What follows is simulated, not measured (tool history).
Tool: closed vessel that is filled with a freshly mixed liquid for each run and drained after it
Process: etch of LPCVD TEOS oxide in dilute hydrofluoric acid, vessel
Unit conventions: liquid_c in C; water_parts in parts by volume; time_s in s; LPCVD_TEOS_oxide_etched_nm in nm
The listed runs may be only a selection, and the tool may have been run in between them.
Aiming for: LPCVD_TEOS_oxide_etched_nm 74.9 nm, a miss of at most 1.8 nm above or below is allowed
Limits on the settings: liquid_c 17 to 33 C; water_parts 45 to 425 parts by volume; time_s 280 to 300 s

run 1 day=0 | liquid_c=25 water_parts=235 time_s=280 | LPCVD_TEOS_oxide_etched_nm=17.045
run 2 day=0.3 | liquid_c=23 water_parts=235 time_s=280 | LPCVD_TEOS_oxide_etched_nm=15.851
run 3 day=0.567 | liquid_c=23 water_parts=180 time_s=280 | LPCVD_TEOS_oxide_etched_nm=21.976
run 4 day=0.817 | liquid_c=23 water_parts=130 time_s=280 | LPCVD_TEOS_oxide_etched_nm=31.592
run 5 day=0.938 | liquid_c=24.5 water_parts=130 time_s=280 | LPCVD_TEOS_oxide_etched_nm=33.721
run 6 day=1.138 | liquid_c=24.5 water_parts=90 time_s=280 | LPCVD_TEOS_oxide_etched_nm=51.499
run 7 day=1.512 | liquid_c=26 water_parts=90 time_s=280 | LPCVD_TEOS_oxide_etched_nm=53.85
run 8 day=1.688 | liquid_c=27.5 water_parts=90 time_s=280 | LPCVD_TEOS_oxide_etched_nm=56.832
run 9 day=1.867 | liquid_c=29 water_parts=90 time_s=280 | LPCVD_TEOS_oxide_etched_nm=59.956
run 10 day=2.021 | liquid_c=33 water_parts=70 time_s=280 | LPCVD_TEOS_oxide_etched_nm=93.111
run 11 day=2.179 | liquid_c=32 water_parts=70 time_s=280 | LPCVD_TEOS_oxide_etched_nm=90.008
run 12 day=2.246 | liquid_c=31 water_parts=70 time_s=280 | LPCVD_TEOS_oxide_etched_nm=87.308
run 13 day=2.625 | liquid_c=30.5 water_parts=70 time_s=280 | LPCVD_TEOS_oxide_etched_nm=86.617

Which of these 4 next moves meets every target?
run A day=3.004 | liquid_c=31.5 water_parts=90 time_s=290 | LPCVD_TEOS_oxide_etched_nm=?
run B day=3.004 | liquid_c=31 water_parts=80 time_s=295 | LPCVD_TEOS_oxide_etched_nm=?
run C day=3.004 | liquid_c=33 water_parts=90 time_s=300 | LPCVD_TEOS_oxide_etched_nm=?
run D day=3.004 | liquid_c=32.5 water_parts=90 time_s=285 | LPCVD_TEOS_oxide_etched_nm=?

move=A LPCVD_TEOS_oxide_etched_nm=69.958
move=B LPCVD_TEOS_oxide_etched_nm=79.751
move=C LPCVD_TEOS_oxide_etched_nm=76.507
move=D LPCVD_TEOS_oxide_etched_nm=71.354
A: pushes the last run's worst result past its target
B: gains on the last run, yet a result remains outside its allowed miss
C: in spec on every target
D: pushes the last run's worst result past its target
C is the move that brings every result within its allowed miss.

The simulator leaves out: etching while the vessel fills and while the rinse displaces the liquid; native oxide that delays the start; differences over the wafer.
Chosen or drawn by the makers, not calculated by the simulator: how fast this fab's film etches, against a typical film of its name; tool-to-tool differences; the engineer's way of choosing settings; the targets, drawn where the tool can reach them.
